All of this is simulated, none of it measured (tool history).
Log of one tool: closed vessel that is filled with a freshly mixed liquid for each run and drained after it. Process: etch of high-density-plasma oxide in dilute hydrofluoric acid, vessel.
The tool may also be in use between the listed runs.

run,hour,temperature setpoint of the liquid (C),parts of water to one part of 49 % hydrofluoric acid (parts by volume),time in the liquid (s),thickness taken off the high-density-plasma oxide on a monitor wafer (nm)
1,0,23,155,1280,34.94
2,5.5,24,140,1280,41.181
3,8.6,24.5,130,1280,45.336
4,11.7,24.5,90,1280,69.241
5,18.9,24.5,90,1365,74.049
6,21.8,28,90,1365,85.484
7,25.6,28.5,90,1365,87.001

What does the tool deliver on the next run?
8,32.3,29,90,1365,?

Run 8 came out at thickness taken off the high-density-plasma oxide on a monitor wafer (nm) 88.794.
